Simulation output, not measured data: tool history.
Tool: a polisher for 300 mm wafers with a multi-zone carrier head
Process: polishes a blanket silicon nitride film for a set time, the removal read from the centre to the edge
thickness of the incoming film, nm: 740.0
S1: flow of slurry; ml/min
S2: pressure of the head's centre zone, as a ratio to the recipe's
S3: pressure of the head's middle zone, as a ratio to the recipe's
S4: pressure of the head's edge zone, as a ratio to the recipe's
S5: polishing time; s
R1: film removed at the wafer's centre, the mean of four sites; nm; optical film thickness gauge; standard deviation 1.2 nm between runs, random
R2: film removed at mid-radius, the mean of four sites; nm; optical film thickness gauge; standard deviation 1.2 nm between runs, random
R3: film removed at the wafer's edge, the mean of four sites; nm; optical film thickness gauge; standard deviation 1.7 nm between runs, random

Run 1, hour 0: S1 125 ml/min, S2 1, S3 1, S4 1, S5 89 s. Result: R1 205.39 nm, R2 209.99 nm, R3 207.17 nm.
Run 2, hour 1.5: S1 125 ml/min, S2 1, S3 1, S4 1, S5 81 s. Result: R1 187.55 nm, R2 186.77 nm, R3 189.21 nm.
Run 3, hour 3.1: S1 115 ml/min, S2 0.97, S3 1, S4 0.98, S5 76 s. Result: R1 166.44 nm, R2 172.38 nm, R3 175.4 nm.
Run 4, hour 7.5: S1 110 ml/min, S2 0.95, S3 1, S4 0.96, S5 72 s. Result: R1 154.52 nm, R2 162.38 nm, R3 161.51 nm.
Run 5, hour 10.2: S1 105 ml/min, S2 0.92, S3 0.99, S4 0.95, S5 70 s. Result: R1 145.05 nm, R2 156.79 nm, R3 151.94 nm.
Run 6, hour 11.3: S1 105 ml/min, S2 0.84, S3 0.99, S4 0.95, S5 70 s. Result: R1 130.52 nm, R2 157.53 nm, R3 154.01 nm.

For run 7, what comes out?
Run 7, hour 12.8: S1 100 ml/min, S2 0.84, S3 0.97, S4 0.95, S5 68 s. Result: R1 ?, R2 ?, R3 ?.

{"run 7": {"R1": 129.82, "R2": 146.6, "R3": 146.6}}
